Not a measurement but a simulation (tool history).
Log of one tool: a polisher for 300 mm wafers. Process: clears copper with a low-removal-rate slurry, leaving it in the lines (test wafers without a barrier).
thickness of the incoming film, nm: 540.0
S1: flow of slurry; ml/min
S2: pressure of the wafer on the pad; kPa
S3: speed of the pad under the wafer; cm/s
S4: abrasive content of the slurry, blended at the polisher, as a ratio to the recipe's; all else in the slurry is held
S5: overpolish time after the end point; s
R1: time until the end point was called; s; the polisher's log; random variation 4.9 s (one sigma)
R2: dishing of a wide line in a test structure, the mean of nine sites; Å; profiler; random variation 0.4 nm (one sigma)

run	hour	S1	S2	S3	S4	S5	R1	R2
1	0.0	290	24.1	118	1.0	13	142.02	425.22
2	7.3	290	22.1	116	1.0	14	151.05	416.38
3	13.7	250	22.1	116	1.0	14	156.51	406.45
4	16.3	245	20.7	114	1.0	15	166.39	405.10
5	21.8	200	20.7	114	1.0	15	172.73	406.37
6	29.4	200	19.3	112	1.0	15	187.67	383.93
7	32.6	200	17.9	112	1.0	15	194.38	357.07
8	34.5	200	17.2	110	1.0	16	204.21	356.84
9	35.4	200	16.5	110	1.0	17	210.97	364.77

The next listed run, before its measurement:
10	38.4	200	11.0	106	1.0	19	?	?

{"run 10": {"R1": 322.09, "R2": 280.51}}
